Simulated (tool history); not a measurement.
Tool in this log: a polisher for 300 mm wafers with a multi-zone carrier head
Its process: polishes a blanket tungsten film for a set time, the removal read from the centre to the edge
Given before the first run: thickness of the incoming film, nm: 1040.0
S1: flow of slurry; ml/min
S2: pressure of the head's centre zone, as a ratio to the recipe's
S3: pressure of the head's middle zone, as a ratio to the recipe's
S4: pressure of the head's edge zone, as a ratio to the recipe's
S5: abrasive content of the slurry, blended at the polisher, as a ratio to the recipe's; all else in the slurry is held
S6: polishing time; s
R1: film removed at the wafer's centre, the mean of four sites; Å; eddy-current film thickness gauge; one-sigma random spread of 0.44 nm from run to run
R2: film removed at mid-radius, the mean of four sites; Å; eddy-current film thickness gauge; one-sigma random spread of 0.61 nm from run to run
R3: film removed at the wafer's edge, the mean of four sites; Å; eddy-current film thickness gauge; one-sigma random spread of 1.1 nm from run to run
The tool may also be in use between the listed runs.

| run | hour | S1 | S2 | S3 | S4 | S5 | S6 | R1 | R2 | R3 |
|---|---|---|---|---|---|---|---|---|---|---|
| 1 | 0 | 145 | 1 | 1 | 1 | 1 | 35 | 1242.7 | 1220.9 | 1178.2 |
| 2 | 5.5 | 145 | 1 | 1 | 0.92 | 1 | 35 | 1248.8 | 1200.7 | 1144.2 |
| 3 | 9.9 | 145 | 1 | 0.92 | 0.92 | 1 | 35 | 1232.4 | 1113.5 | 1165.3 |
| 4 | 12.3 | 120 | 1 | 0.92 | 0.92 | 1 | 35 | 1209.1 | 1092.9 | 1173.4 |
| 5 | 17.6 | 120 | 1 | 0.92 | 0.99 | 1 | 35 | 1196.5 | 1096.4 | 1191.7 |
| 6 | 26.2 | 120 | 1 | 0.92 | 0.99 | 0.8 | 35 | 1124.9 | 1006.3 | 1116.6 |
|  | 29.3 | slurry nozzle cleaned |
| 7 | 29.3 | 115 | 0.95 | 0.95 | 0.98 | 0.7 | 33 | 1035.3 | 985.53 | 999.47 |
| 8 | 37.6 | 105 | 0.91 | 0.95 | 1.03 | 0.7 | 30 | 903.21 | 893.09 | 936.8 |
| 9 | 43.8 | 100 | 0.88 | 0.97 | 1.07 | 0.7 | 28 | 802.77 | 842.07 | 887.02 |
| 10 | 45.4 | 100 | 0.86 | 0.98 | 1.08 | 0.65 | 27 | 741.85 | 808.79 | 838.34 |

Predict the results of run 11:
| 11 | 52.4 | 90 | 0.81 | 0.98 | 1.04 | 0.5 | 27 | ? | ? | ? |

R1: 642.06 Å
R2: 711.47 Å
R3: 763.03 Å
